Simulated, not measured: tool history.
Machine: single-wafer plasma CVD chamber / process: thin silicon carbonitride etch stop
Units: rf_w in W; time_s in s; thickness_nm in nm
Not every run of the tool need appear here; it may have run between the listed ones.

| run | day | rf_w | time_s | thickness_nm |
|---|---|---|---|---|
| 1 | 0.000 | 215 | 17.6 | 9.8328 |
| 2 | 0.275 | 185 | 17.6 | 9.5020 |
| 3 | 0.638 | 200 | 19.1 | 10.5300 |
| 4 | 1.008 | 175 | 19.1 | 10.2100 |
| 5 | 1.292 | 200 | 19.1 | 10.5430 |
| 6 | 1.325 | 180 | 19.1 | 10.2790 |
| 7 | 1.625 | 195 | 20.1 | 11.0260 |

Run 8 has not been measured yet. What should we expect?
| 8 | 1.704 | 205 | 20.8 | ? |

Logged for run 8: thickness_nm 11.5360 nm.
